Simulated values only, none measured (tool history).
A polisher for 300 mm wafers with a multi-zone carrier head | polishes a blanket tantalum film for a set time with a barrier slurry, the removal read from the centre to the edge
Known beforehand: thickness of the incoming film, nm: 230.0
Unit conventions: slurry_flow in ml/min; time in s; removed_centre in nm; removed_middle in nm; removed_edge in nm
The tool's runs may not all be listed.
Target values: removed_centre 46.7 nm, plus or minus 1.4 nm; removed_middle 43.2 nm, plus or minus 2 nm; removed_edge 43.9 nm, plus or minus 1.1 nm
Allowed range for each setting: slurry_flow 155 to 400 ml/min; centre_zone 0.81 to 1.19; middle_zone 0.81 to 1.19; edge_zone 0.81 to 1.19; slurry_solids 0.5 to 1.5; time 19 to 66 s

| run | hour | slurry_flow | centre_zone | middle_zone | edge_zone | slurry_solids | time | removed_centre | removed_middle | removed_edge |
|---|---|---|---|---|---|---|---|---|---|---|
| 1 | 0 | 255 | 1 | 1 | 1 | 1 | 42 | 77.305 | 77.58 | 79.413 |
| 2 | 8.5 | 255 | 1 | 0.99 | 0.98 | 0.95 | 40 | 73.615 | 76.395 | 74.067 |
| 3 | 14.6 | 255 | 1 | 0.99 | 0.91 | 0.95 | 40 | 73.292 | 73.956 | 72.201 |
| 4 | 17.6 | 255 | 1 | 1.04 | 0.91 | 0.95 | 40 | 74.771 | 77.815 | 72.305 |
| 5 | 19.5 | 255 | 1 | 1.07 | 0.91 | 0.95 | 40 | 74.109 | 79.921 | 72.179 |
| 6 | 25.4 | 255 | 1 | 1 | 0.91 | 0.95 | 40 | 72.75 | 75.353 | 71.748 |
| 7 | 27.2 | 250 | 1.01 | 0.98 | 0.91 | 0.9 | 38 | 70.189 | 70.302 | 66.894 |
| 8 | 28.5 | 245 | 1.01 | 0.96 | 0.92 | 0.85 | 36 | 65.376 | 65.691 | 63.037 |
| 9 | 30.3 | 240 | 1.01 | 0.94 | 0.93 | 0.8 | 35 | 62.696 | 60.012 | 60.639 |
| 10 | 31.6 | 240 | 1.01 | 0.93 | 0.92 | 0.75 | 34 | 60.149 | 56.933 | 57.337 |
| 11 | 40.4 | 240 | 1.01 | 0.92 | 0.91 | 0.7 | 33 | 57.329 | 54.108 | 55.238 |
| 12 | 45.3 | 235 | 1.01 | 0.92 | 0.9 | 0.65 | 32 | 54.233 | 52.583 | 52.15 |
| 13 | 52 | 230 | 1.01 | 0.91 | 0.89 | 0.65 | 32 | 54.515 | 51.256 | 51.686 |
| 14 | 59.6 | 225 | 1.01 | 0.9 | 0.88 | 0.65 | 32 | 54.255 | 51.808 | 50.797 |
| 15 | 60.4 | 225 | 1.01 | 0.89 | 0.88 | 0.65 | 32 | 53.348 | 49.878 | 51.587 |
| 16 | 69.3 | 225 | 1.01 | 0.89 | 0.87 | 0.65 | 32 | 54.577 | 50.492 | 51.156 |
| 17 | 73.2 | 220 | 1.01 | 0.88 | 0.86 | 0.65 | 32 | 54.047 | 49.62 | 50.97 |
| 18 | 74.3 | 220 | 1.01 | 0.88 | 0.85 | 0.65 | 32 | 54.277 | 49.335 | 50.466 |
| 19 | 78.2 | 215 | 1.01 | 0.88 | 0.85 | 0.65 | 32 | 53.826 | 49.253 | 51.441 |
| 20 | 84.2 | 220 | 1.01 | 0.88 | 0.85 | 0.65 | 32 | 54.45 | 50.026 | 50.88 |
| 21 | 89.5 | 225 | 1 | 0.87 | 0.84 | 0.55 | 30 | 48.384 | 45.426 | 45.405 |

5 candidate next runs follow, results not yet known. Just one meets every target within its allowed miss. Identify it.
| A | 94.8 | 225 | 1.01 | 0.81 | 0.85 | 0.55 | 31 | ? | ? | ? |
| B | 94.8 | 195 | 0.98 | 0.84 | 0.88 | 0.55 | 30 | ? | ? | ? |
| C | 94.8 | 275 | 1.13 | 0.89 | 0.88 | 0.75 | 26 | ? | ? | ? |
| D | 94.8 | 195 | 0.99 | 0.85 | 0.82 | 0.5 | 30 | ? | ? | ? |
| E | 94.8 | 215 | 1.03 | 0.81 | 0.83 | 0.55 | 31 | ? | ? | ? |

| move | removed_centre | removed_middle | removed_edge |
|---|---|---|---|
| A | 50.278 | 43.847 | 47.146 |
| B | 46.67 | 42.951 | 45.883 |
| C | 51.178 | 42.852 | 43.651 |
| D | 46.077 | 42.358 | 43.482 |
| E | 50.959 | 43.667 | 46.51 |
A: the biggest miss grows against the last run
B: the biggest miss grows against the last run
C: meets the target for the result that was furthest off, but another lies outside its allowed miss
D: all results in spec
E: the biggest miss grows against the last run
The right move is D.
